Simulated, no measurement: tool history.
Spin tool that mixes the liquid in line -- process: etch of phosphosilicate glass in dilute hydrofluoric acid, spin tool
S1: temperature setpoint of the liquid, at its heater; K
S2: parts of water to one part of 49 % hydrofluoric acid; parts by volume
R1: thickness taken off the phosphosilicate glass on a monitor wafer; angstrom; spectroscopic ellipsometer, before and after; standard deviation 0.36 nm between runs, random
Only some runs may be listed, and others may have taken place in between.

{"run": 1, "hour": 0.0, "S1": 297.15, "S2": 45, "time under the liquid (s)": 55, "R1": 1048.8}
{"run": 2, "hour": 5.6, "S1": 294.65, "S2": 45, "time under the liquid (s)": 55, "R1": 941.04}
{"run": 3, "hour": 6.4, "S1": 294.65, "S2": 45, "time under the liquid (s)": 55, "R1": 931.3}
{"run": 4, "hour": 13.4, "S1": 294.15, "S2": 45, "time under the liquid (s)": 55, "R1": 920.0}
{"run": 5, "hour": 16.9, "S1": 294.15, "S2": 35, "time under the liquid (s)": 55, "R1": 1197.9}
{"run": 6, "hour": 24.2, "S1": 296.65, "S2": 35, "time under the liquid (s)": 55, "R1": 1317.3}
{"run": 7, "hour": 25.2, "S1": 295.65, "S2": 40, "time under the liquid (s)": 55, "R1": 1107.3}

What does the tool deliver on the next run?
{"run": 8, "hour": 31.6, "S1": 291.65, "S2": 55, "time under the liquid (s)": 55, "R1": "?"}

Run 8 gave R1 670.13 angstrom.

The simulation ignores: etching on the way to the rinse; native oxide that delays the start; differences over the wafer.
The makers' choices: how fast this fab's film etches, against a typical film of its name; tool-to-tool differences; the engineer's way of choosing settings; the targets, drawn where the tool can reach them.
